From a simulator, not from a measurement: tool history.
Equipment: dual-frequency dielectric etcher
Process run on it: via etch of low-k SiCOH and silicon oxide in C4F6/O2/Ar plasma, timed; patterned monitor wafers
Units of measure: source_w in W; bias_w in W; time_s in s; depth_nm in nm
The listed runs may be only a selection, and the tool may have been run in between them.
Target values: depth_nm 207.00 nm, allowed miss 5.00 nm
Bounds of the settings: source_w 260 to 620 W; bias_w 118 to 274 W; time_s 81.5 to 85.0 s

Run 1, hour 0.0: source_w 440 W, bias_w 196 W, time_s 81.5 s. Result: depth_nm 247.57 nm.
Run 2, hour 1.2: source_w 510 W, bias_w 196 W, time_s 81.5 s. Result: depth_nm 261.20 nm.
Run 3, hour 8.2: source_w 510 W, bias_w 176 W, time_s 81.5 s. Result: depth_nm 253.13 nm.
Run 4, hour 16.5: source_w 580 W, bias_w 176 W, time_s 81.5 s. Result: depth_nm 270.70 nm.
Run 5, hour 18.8: source_w 540 W, bias_w 171 W, time_s 81.5 s. Result: depth_nm 258.95 nm.
Run 6, hour 21.0: source_w 510 W, bias_w 166 W, time_s 81.5 s. Result: depth_nm 249.93 nm.
Run 7, hour 22.3: source_w 480 W, bias_w 162 W, time_s 81.5 s. Result: depth_nm 240.61 nm.
Run 8, hour 26.1: source_w 480 W, bias_w 162 W, time_s 81.5 s. Result: depth_nm 243.93 nm.
Run 9, hour 34.7: source_w 450 W, bias_w 158 W, time_s 81.5 s. Result: depth_nm 234.36 nm.
At hour 39.4: wet clean of the chamber.
Run 10, hour 39.4: source_w 430 W, bias_w 155 W, time_s 81.5 s. Result: depth_nm 214.62 nm.
Run 11, hour 45.2: source_w 420 W, bias_w 154 W, time_s 81.5 s. Result: depth_nm 212.54 nm.
Run 12, hour 50.5: source_w 420 W, bias_w 154 W, time_s 81.5 s. Result: depth_nm 214.83 nm.

Next run, 5 choices. One meets every target within its allowed miss, the rest don't. Which?
Run A, hour 55.8: source_w 470 W, bias_w 122 W, time_s 84.5 s. Result: depth_nm ?.
Run B, hour 55.8: source_w 410 W, bias_w 140 W, time_s 83.0 s. Result: depth_nm ?.
Run C, hour 55.8: source_w 440 W, bias_w 150 W, time_s 84.0 s. Result: depth_nm ?.
Run D, hour 55.8: source_w 430 W, bias_w 156 W, time_s 83.5 s. Result: depth_nm ?.
Run E, hour 55.8: source_w 420 W, bias_w 169 W, time_s 83.5 s. Result: depth_nm ?.

move  depth_nm
   A    217.69
   B    207.75
   C    221.38
   D    220.04
   E    222.51
A: misses by more than the last run did
B: all results in spec
C: misses by more than the last run did
D: misses by more than the last run did
E: misses by more than the last run did
B meets every target.
